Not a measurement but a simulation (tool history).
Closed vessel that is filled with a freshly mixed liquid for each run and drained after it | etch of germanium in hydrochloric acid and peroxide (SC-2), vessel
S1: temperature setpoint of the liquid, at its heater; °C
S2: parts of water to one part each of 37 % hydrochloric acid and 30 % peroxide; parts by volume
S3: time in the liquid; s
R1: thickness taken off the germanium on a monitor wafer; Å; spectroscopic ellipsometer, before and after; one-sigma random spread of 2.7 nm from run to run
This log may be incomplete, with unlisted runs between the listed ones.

Run 1, day 0.000: S1 51.0 °C, S2 8.0 parts by volume, S3 100 s. Result: R1 2254.9 Å.
Run 2, day 0.133: S1 51.0 °C, S2 8.0 parts by volume, S3 105 s. Result: R1 2351.6 Å.
Run 3, day 0.238: S1 57.0 °C, S2 8.0 parts by volume, S3 105 s. Result: R1 2915.7 Å.
Run 4, day 0.617: S1 57.0 °C, S2 8.0 parts by volume, S3 105 s. Result: R1 2827.6 Å.
Run 5, day 0.704: S1 52.0 °C, S2 8.0 parts by volume, S3 105 s. Result: R1 2438.1 Å.
Run 6, day 1.008: S1 52.0 °C, S2 8.0 parts by volume, S3 105 s. Result: R1 2407.5 Å.
Run 7, day 1.058: S1 53.0 °C, S2 8.0 parts by volume, S3 105 s. Result: R1 2564.6 Å.

Run 8, settings as shown, results not yet in. Your forecast:
Run 8, day 1.142: S1 53.5 °C, S2 8.0 parts by volume, S3 105 s. Result: R1 ?.

Logged for run 8: R1 2563.9 Å.
